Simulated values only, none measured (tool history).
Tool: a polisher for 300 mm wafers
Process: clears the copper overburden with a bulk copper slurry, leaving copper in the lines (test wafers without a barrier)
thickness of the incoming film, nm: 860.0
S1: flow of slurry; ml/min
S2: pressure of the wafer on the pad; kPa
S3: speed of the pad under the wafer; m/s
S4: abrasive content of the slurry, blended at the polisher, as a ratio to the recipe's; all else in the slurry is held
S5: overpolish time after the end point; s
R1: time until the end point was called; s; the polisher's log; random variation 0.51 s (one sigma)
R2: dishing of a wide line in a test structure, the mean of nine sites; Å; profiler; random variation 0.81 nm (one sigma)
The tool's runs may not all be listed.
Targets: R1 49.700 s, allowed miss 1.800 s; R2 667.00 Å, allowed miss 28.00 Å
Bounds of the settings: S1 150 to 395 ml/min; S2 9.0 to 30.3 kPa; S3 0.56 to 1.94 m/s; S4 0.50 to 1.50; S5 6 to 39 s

run,hour,S1,S2,S3,S4,S5,R1,R2
1,0.0,250,19.3,1.24,1.00,20,81.994,608.08
2,5.0,250,19.3,1.24,1.00,16,83.714,565.76
3,9.4,275,19.3,1.24,1.00,16,81.291,583.05
4,14.4,285,21.4,1.24,1.00,15,75.709,582.58
5,17.8,285,21.4,1.24,1.20,15,70.158,599.36
6,19.5,285,21.4,1.02,1.20,15,84.368,570.28
7,20.5,285,23.4,1.06,1.20,15,75.927,588.20
8,22.9,290,29.0,1.26,1.20,15,54.552,650.73
# hour 31.2: slurry nozzle cleaned
9,31.2,290,29.0,1.28,1.20,15,52.454,652.70
10,37.4,290,29.0,1.28,1.20,15,52.670,647.51

4 next moves are on the table. One of them brings every result within its allowed miss. Which?
A,43.6,395,28.3,1.46,1.15,16,?,?
B,43.6,290,29.0,1.30,1.25,11,?,?
C,43.6,330,29.6,1.26,1.30,18,?,?
D,43.6,280,30.3,1.42,1.25,15,?,?

move,R1,R2
A,46.561,657.80
B,50.973,603.32
C,50.261,663.04
D,45.270,658.44
A: takes the result that was furthest off past its target
B: brings the result that was furthest off to its target, and leaves another outside
C: meets every target
D: takes the result that was furthest off past its target
Move C is the one to make.

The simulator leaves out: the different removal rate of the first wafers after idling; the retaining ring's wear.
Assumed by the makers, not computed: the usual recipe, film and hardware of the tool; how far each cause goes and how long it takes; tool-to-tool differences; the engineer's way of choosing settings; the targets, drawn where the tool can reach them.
